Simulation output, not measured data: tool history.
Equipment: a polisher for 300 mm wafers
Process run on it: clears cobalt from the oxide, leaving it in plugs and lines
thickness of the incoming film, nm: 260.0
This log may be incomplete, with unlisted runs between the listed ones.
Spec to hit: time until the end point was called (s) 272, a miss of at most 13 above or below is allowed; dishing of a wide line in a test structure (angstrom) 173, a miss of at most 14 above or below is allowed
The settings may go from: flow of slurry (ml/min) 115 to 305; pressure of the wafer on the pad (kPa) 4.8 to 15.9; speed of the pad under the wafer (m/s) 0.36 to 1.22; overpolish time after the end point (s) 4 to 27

| run | hour | flow of slurry (ml/min) | pressure of the wafer on the pad (kPa) | speed of the pad under the wafer (m/s) | overpolish time after the end point (s) | time until the end point was called (s) | dishing of a wide line in a test structure (angstrom) |
|---|---|---|---|---|---|---|---|
| 1 | 0 | 195 | 10.3 | 0.78 | 14 | 84.403 | 295.32 |
| 2 | 6.1 | 195 | 12.4 | 0.78 | 14 | 71.823 | 317.22 |
| 3 | 7.4 | 245 | 12.4 | 0.78 | 14 | 70.266 | 331.72 |
| 4 | 11.1 | 245 | 12.4 | 0.78 | 10 | 70.441 | 262.37 |
| 5 | 12.4 | 245 | 11 | 0.78 | 10 | 78.753 | 251.86 |
| 6 | 16.5 | 245 | 11 | 0.78 | 15 | 78.576 | 314.22 |
| 7 | 21 | 205 | 9 | 0.66 | 15 | 114.8 | 249.2 |
| 8 | 23.1 | 150 | 6.2 | 0.44 | 19 | 249.7 | 166.28 |
| 9 | 25.4 | 150 | 6.2 | 0.44 | 19 | 243.1 | 161.39 |
| 10 | 27.1 | 150 | 4.8 | 0.44 | 23 | 316.94 | 156.22 |
| 11 | 34 | 155 | 6.2 | 0.44 | 23 | 250.33 | 192.76 |
| 12 | 39.2 | 150 | 6.2 | 0.44 | 22 | 250.36 | 179.45 |

Consider the 5 candidate settings below. Which is the only one whose results all fall within their allowed miss of target?
| A | 44.4 | 180 | 6.2 | 0.44 | 20 | ? | ? |
| B | 44.4 | 235 | 6.2 | 0.42 | 20 | ? | ? |
| C | 44.4 | 160 | 6.9 | 0.36 | 22 | ? | ? |
| D | 44.4 | 185 | 4.8 | 0.44 | 25 | ? | ? |
| E | 44.4 | 155 | 5.5 | 0.46 | 18 | ? | ? |

| move | time until the end point was called (s) | dishing of a wide line in a test structure (angstrom) |
|---|---|---|
| A | 248.55 | 172.27 |
| B | 250.14 | 171.47 |
| C | 277.28 | 170.49 |
| D | 313.76 | 171.51 |
| E | 273.65 | 145.53 |
A: its largest miss is bigger than the last run's
B: no better and no worse than the last run
C: all results land within tolerance of their targets
D: the result that was furthest off in the last run now lies on the other side of its target
E: the furthest-off result lands on target, but another misses its tolerance
Correct choice: C, which meets every target
